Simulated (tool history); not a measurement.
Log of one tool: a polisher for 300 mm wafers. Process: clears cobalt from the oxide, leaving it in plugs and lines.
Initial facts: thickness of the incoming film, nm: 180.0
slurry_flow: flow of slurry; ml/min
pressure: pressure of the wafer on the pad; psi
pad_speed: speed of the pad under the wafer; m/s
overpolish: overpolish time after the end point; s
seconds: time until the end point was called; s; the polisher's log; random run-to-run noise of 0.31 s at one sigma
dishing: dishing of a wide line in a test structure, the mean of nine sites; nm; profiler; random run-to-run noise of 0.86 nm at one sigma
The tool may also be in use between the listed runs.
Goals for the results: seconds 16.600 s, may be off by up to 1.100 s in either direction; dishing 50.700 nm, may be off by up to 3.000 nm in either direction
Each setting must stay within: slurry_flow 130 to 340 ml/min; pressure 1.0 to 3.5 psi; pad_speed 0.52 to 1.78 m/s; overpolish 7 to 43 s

{"run": 1, "hour": 0.0, "slurry_flow": 220, "pressure": 2.2, "pad_speed": 1.14, "overpolish": 22, "seconds": 29.168, "dishing": 67.964}
{"run": 2, "hour": 2.3, "slurry_flow": 220, "pressure": 2.2, "pad_speed": 0.86, "overpolish": 22, "seconds": 38.78, "dishing": 61.843}
{"run": 3, "hour": 9.6, "slurry_flow": 190, "pressure": 2.3, "pad_speed": 1.1, "overpolish": 17, "seconds": 29.724, "dishing": 59.638}
{"run": 4, "hour": 11.1, "slurry_flow": 190, "pressure": 2.3, "pad_speed": 0.96, "overpolish": 17, "seconds": 34.889, "dishing": 58.376}
{"run": 5, "hour": 15.6, "slurry_flow": 195, "pressure": 2.2, "pad_speed": 1.24, "overpolish": 14, "seconds": 26.839, "dishing": 55.876}
{"run": 6, "hour": 23.2, "slurry_flow": 195, "pressure": 2.2, "pad_speed": 1.42, "overpolish": 12, "seconds": 23.748, "dishing": 58.206}
{"run": 7, "hour": 31.0, "slurry_flow": 170, "pressure": 2.2, "pad_speed": 1.54, "overpolish": 10, "seconds": 23.007, "dishing": 51.694}
{"run": 8, "hour": 33.2, "slurry_flow": 155, "pressure": 2.4, "pad_speed": 1.62, "overpolish": 9, "seconds": 20.311, "dishing": 51.518}

Consider the 4 candidate settings below. Which is the only one whose results all fall within their allowed miss of target?
{"run": "A", "hour": 35.4, "slurry_flow": 145, "pressure": 2.4, "pad_speed": 1.28, "overpolish": 12, "seconds": "?", "dishing": "?"}
{"run": "B", "hour": 35.4, "slurry_flow": 155, "pressure": 2.0, "pad_speed": 1.54, "overpolish": 11, "seconds": "?", "dishing": "?"}
{"run": "C", "hour": 35.4, "slurry_flow": 130, "pressure": 2.5, "pad_speed": 1.5, "overpolish": 10, "seconds": "?", "dishing": "?"}
{"run": "D", "hour": 35.4, "slurry_flow": 180, "pressure": 2.7, "pad_speed": 1.7, "overpolish": 7, "seconds": "?", "dishing": "?"}

move=A seconds=26.061 dishing=53.652
move=B seconds=25.707 dishing=51.325
move=C seconds=21.840 dishing=53.435
move=D seconds=17.074 dishing=49.915
A: moves away from the targets compared with the last run
B: moves away from the targets compared with the last run
C: moves away from the targets compared with the last run
D: all results land within tolerance of their targets
Answer: D
